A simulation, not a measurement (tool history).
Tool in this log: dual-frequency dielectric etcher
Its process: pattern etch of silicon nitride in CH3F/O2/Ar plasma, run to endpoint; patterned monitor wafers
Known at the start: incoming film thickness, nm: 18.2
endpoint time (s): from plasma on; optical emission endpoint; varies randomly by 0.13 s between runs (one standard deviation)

run	hour	source power (W)	bias power (W)	endpoint time (s)
1	0.0	320	72	26.224
2	2.3	320	84	24.738
3	9.2	340	86	24.052
4	17.7	350	87	23.614
5	20.7	360	88	23.207
6	26.0	310	88	24.321
7	34.3	330	90	23.611

For run 8, what comes out?
8	41.4	330	90	?

{"run 8": {"endpoint time (s)": 23.691}}

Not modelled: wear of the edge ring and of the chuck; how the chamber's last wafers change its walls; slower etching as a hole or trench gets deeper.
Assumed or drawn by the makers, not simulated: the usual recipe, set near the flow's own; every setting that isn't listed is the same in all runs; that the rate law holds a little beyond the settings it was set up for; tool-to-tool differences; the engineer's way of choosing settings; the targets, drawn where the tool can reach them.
